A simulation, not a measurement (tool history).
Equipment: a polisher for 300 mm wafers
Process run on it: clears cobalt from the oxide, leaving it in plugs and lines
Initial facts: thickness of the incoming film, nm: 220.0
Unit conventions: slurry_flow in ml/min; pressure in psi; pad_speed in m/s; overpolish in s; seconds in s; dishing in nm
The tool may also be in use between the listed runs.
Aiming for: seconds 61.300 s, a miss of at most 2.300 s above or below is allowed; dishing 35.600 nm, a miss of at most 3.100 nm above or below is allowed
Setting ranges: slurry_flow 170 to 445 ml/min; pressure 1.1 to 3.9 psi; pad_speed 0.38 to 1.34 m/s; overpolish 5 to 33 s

Run 1, day 0.000: slurry_flow 285 ml/min, pressure 2.5 psi, pad_speed 0.86 m/s, overpolish 17 s. Result: seconds 31.802 s, dishing 44.448 nm.
Run 2, day 0.354: slurry_flow 285 ml/min, pressure 2.3 psi, pad_speed 0.84 m/s, overpolish 17 s. Result: seconds 35.272 s, dishing 42.729 nm.
Run 3, day 0.400: slurry_flow 285 ml/min, pressure 2.3 psi, pad_speed 0.84 m/s, overpolish 24 s. Result: seconds 33.896 s, dishing 48.039 nm.
Run 4, day 0.446: slurry_flow 285 ml/min, pressure 2.2 psi, pad_speed 0.82 m/s, overpolish 24 s. Result: seconds 36.934 s, dishing 49.069 nm.
Run 5, day 0.758: slurry_flow 285 ml/min, pressure 2.1 psi, pad_speed 0.82 m/s, overpolish 23 s. Result: seconds 38.935 s, dishing 45.701 nm.
Run 6, day 1.038: slurry_flow 285 ml/min, pressure 2.0 psi, pad_speed 0.82 m/s, overpolish 23 s. Result: seconds 39.202 s, dishing 46.275 nm.
Run 7, day 1.321: slurry_flow 285 ml/min, pressure 1.9 psi, pad_speed 0.80 m/s, overpolish 22 s. Result: seconds 42.657 s, dishing 44.458 nm.
Run 8, day 1.671: slurry_flow 285 ml/min, pressure 1.8 psi, pad_speed 0.80 m/s, overpolish 21 s. Result: seconds 43.948 s, dishing 40.212 nm.
Run 9, day 2.033: slurry_flow 285 ml/min, pressure 1.7 psi, pad_speed 0.80 m/s, overpolish 21 s. Result: seconds 45.223 s, dishing 43.282 nm.
Run 10, day 2.408: slurry_flow 285 ml/min, pressure 1.6 psi, pad_speed 0.80 m/s, overpolish 20 s. Result: seconds 47.979 s, dishing 39.085 nm.
Run 11, day 2.742: slurry_flow 285 ml/min, pressure 1.5 psi, pad_speed 0.80 m/s, overpolish 20 s. Result: seconds 50.427 s, dishing 37.794 nm.
Run 12, day 2.946: slurry_flow 285 ml/min, pressure 1.3 psi, pad_speed 0.78 m/s, overpolish 21 s. Result: seconds 55.096 s, dishing 36.082 nm.
Run 13, day 3.196: slurry_flow 285 ml/min, pressure 1.1 psi, pad_speed 0.74 m/s, overpolish 24 s. Result: seconds 65.752 s, dishing 35.253 nm.

Which one of the following 5 next-run settings gets every result inside its allowed miss? There is exactly one.
Run A, day 3.446: slurry_flow 300 ml/min, pressure 1.4 psi, pad_speed 0.74 m/s, overpolish 20 s. Result: seconds ?, dishing ?.
Run B, day 3.446: slurry_flow 190 ml/min, pressure 1.7 psi, pad_speed 0.68 m/s, overpolish 18 s. Result: seconds ?, dishing ?.
Run C, day 3.446: slurry_flow 265 ml/min, pressure 1.2 psi, pad_speed 0.76 m/s, overpolish 21 s. Result: seconds ?, dishing ?.
Run D, day 3.446: slurry_flow 355 ml/min, pressure 1.1 psi, pad_speed 0.74 m/s, overpolish 29 s. Result: seconds ?, dishing ?.
Run E, day 3.446: slurry_flow 355 ml/min, pressure 1.1 psi, pad_speed 0.66 m/s, overpolish 27 s. Result: seconds ?, dishing ?.

move  seconds  dishing
   A   56.078   37.090
   B   54.759   35.395
   C   61.230   36.323
   D   65.216   41.621
   E   72.815   38.030
A: takes the biggest miss from the last run beyond its target
B: takes the biggest miss from the last run beyond its target
C: in spec on every target
D: about the same distance from the targets as the last run
E: further off than the last run
So the answer is move C, the one that meets all the targets.
